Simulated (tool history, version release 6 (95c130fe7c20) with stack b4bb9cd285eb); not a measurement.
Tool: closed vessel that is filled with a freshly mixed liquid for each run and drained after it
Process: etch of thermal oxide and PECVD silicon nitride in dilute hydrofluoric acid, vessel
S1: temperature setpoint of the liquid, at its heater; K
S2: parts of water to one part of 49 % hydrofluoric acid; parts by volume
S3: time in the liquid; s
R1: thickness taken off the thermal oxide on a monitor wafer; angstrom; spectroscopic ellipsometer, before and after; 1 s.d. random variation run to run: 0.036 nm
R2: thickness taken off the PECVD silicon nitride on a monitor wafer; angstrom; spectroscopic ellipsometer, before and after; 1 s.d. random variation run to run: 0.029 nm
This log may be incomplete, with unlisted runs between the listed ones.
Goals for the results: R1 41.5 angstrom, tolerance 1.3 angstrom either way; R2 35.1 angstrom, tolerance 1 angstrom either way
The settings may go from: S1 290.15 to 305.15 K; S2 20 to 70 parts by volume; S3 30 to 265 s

run	hour	S1	S2	S3	R1	R2
1	0	297.15	40	135	177.24	149.56
2	8.1	296.65	45	120	137.56	111.99
3	13.4	296.65	45	70	79.348	65.894
4	14.7	296.65	45	125	144.48	119.18
5	21.4	296.65	55	125	116.69	97.524
6	29.7	296.65	60	110	91.978	79.083
7	32.9	296.15	60	100	82.27	68.8
8	38.9	296.15	60	90	72.496	62.029
9	46.3	295.65	60	85	67.553	57.316
10	55.1	295.15	60	80	62.655	51.664
11	57.7	295.15	60	75	58.423	48.795
12	66.2	294.65	60	75	57.789	47.571
13	70	294.15	65	70	48.643	39.195

Exactly one of the 5 candidate moves below puts every result within its allowed miss. Which one?
A	73.8	296.65	60	45	?	?
B	73.8	296.15	65	55	?	?
C	73.8	291.65	55	80	?	?
D	73.8	294.15	60	55	?	?
E	73.8	290.15	70	85	?	?

move	R1	R2
A	37.164	32.268
B	40.816	35.252
C	58.807	44.284
D	40.955	33.271
E	45.268	33.505
A: the result that was furthest off in the last run now lies on the other side of its target
B: all results in spec
C: misses by more than the last run did
D: brings the result that was furthest off to its target, and leaves another outside
E: closes in on the targets versus the last run, not all within tolerance yet
So the answer is move B, the one that meets all the targets.
